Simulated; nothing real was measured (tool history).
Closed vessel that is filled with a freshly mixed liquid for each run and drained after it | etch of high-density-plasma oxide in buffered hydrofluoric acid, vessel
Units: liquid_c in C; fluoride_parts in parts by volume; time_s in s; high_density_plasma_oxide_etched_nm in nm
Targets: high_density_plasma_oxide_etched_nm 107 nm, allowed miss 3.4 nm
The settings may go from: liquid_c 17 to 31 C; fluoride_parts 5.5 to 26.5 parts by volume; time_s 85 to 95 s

| run | hour | liquid_c | fluoride_parts | time_s | high_density_plasma_oxide_etched_nm |
|---|---|---|---|---|---|
| 1 | 0 | 23 | 16 | 85 | 63.043 |
| 2 | 6.5 | 25 | 15.5 | 85 | 73.296 |
| 3 | 15.7 | 26.5 | 15.5 | 85 | 79.685 |
| 4 | 18.7 | 29 | 15.5 | 85 | 92.015 |
| 5 | 24 | 29 | 15.5 | 85 | 90.252 |
| 6 | 31.5 | 29.5 | 15 | 85 | 96.642 |
| 7 | 33.3 | 30 | 15 | 85 | 99.959 |
| 8 | 41.1 | 30.5 | 15 | 85 | 101.59 |

Which of these 5 next moves meets every target?
| A | 48.9 | 27.5 | 12 | 85 | ? |
| B | 48.9 | 31 | 15.5 | 85 | ? |
| C | 48.9 | 29.5 | 15.5 | 90 | ? |
| D | 48.9 | 29 | 15.5 | 90 | ? |
| E | 48.9 | 30 | 15.5 | 90 | ? |

| move | high_density_plasma_oxide_etched_nm |
|---|---|
| A | 106.25 |
| B | 99.5 |
| C | 97.371 |
| D | 94.832 |
| E | 99.97 |
A: meets every target
B: further off than the last run
C: further off than the last run
D: further off than the last run
E: further off than the last run
The right move is A.
